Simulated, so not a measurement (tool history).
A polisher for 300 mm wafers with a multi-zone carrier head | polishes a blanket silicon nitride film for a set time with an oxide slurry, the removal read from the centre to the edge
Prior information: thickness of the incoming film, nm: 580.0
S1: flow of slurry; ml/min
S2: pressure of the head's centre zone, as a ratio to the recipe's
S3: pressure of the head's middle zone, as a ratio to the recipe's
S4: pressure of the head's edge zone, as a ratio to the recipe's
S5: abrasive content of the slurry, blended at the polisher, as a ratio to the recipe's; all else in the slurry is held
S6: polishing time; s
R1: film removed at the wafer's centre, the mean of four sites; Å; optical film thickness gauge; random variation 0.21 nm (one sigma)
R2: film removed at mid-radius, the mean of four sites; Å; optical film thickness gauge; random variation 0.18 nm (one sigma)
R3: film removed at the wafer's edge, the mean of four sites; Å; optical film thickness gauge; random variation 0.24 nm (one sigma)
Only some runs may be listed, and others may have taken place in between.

run,day,S1,S2,S3,S4,S5,S6,R1,R2,R3
1,0.000,265,1.00,1.00,1.00,1.00,54,417.49,408.65,414.34
2,0.283,265,1.08,1.00,1.00,1.00,54,454.52,406.02,413.28
3,0.608,270,1.08,1.00,0.98,0.95,53,435.37,393.66,396.15
4,0.983,210,1.08,1.00,0.98,0.95,53,422.01,377.47,385.07
5,1.279,215,1.08,1.01,0.96,0.90,52,407.18,373.89,367.06
6,1.571,215,1.08,1.01,0.95,0.85,51,389.09,356.63,354.20
7,1.788,290,1.15,1.11,0.85,0.60,43,321.04,295.39,254.28

The next listed run, before its measurement:
8,2.104,290,1.15,1.11,0.86,0.60,43,?,?,?

{"run 8": {"R1": 324.44, "R2": 294.02, "R3": 256.16}}
